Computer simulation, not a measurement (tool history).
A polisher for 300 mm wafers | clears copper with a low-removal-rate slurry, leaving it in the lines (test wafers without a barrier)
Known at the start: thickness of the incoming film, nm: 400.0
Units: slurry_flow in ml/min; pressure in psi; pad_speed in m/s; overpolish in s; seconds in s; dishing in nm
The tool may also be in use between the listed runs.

{"run": 1, "hour": 0.0, "slurry_flow": 180, "pressure": 3.3, "pad_speed": 0.9, "slurry_solids": 1.0, "overpolish": 28, "seconds": 150.12, "dishing": 47.478}
{"run": 2, "hour": 7.5, "slurry_flow": 180, "pressure": 3.3, "pad_speed": 0.9, "slurry_solids": 1.0, "overpolish": 32, "seconds": 149.94, "dishing": 51.831}
{"run": 3, "hour": 9.2, "slurry_flow": 180, "pressure": 3.2, "pad_speed": 0.9, "slurry_solids": 1.0, "overpolish": 28, "seconds": 151.9, "dishing": 46.988}
{"run": 4, "hour": 13.6, "slurry_flow": 180, "pressure": 3.1, "pad_speed": 0.9, "slurry_solids": 1.0, "overpolish": 24, "seconds": 160.79, "dishing": 41.595}
{"run": 5, "hour": 21.4, "slurry_flow": 180, "pressure": 3.1, "pad_speed": 0.9, "slurry_solids": 1.0, "overpolish": 13, "seconds": 160.38, "dishing": 24.772}
{"run": 6, "hour": 23.0, "slurry_flow": 180, "pressure": 3.8, "pad_speed": 0.9, "slurry_solids": 1.0, "overpolish": 13, "seconds": 131.95, "dishing": 29.719}
{"run": 7, "hour": 24.5, "slurry_flow": 180, "pressure": 3.6, "pad_speed": 0.9, "slurry_solids": 1.0, "overpolish": 14, "seconds": 134.73, "dishing": 29.774}
{"run": 8, "hour": 25.1, "slurry_flow": 180, "pressure": 3.6, "pad_speed": 0.9, "slurry_solids": 1.0, "overpolish": 14, "seconds": 139.24, "dishing": 30.167}
{"run": 9, "hour": 25.9, "slurry_flow": 180, "pressure": 3.5, "pad_speed": 0.9, "slurry_solids": 1.0, "overpolish": 14, "seconds": 138.74, "dishing": 28.725}
{"run": 10, "hour": 29.4, "slurry_flow": 180, "pressure": 3.4, "pad_speed": 0.9, "slurry_solids": 1.0, "overpolish": 15, "seconds": 147.25, "dishing": 30.584}

The next listed run, before its measurement:
{"run": 11, "hour": 30.5, "slurry_flow": 180, "pressure": 3.4, "pad_speed": 0.9, "slurry_solids": 1.0, "overpolish": 15, "seconds": "?", "dishing": "?"}

seconds: 149.69 s
dishing: 29.798 nm
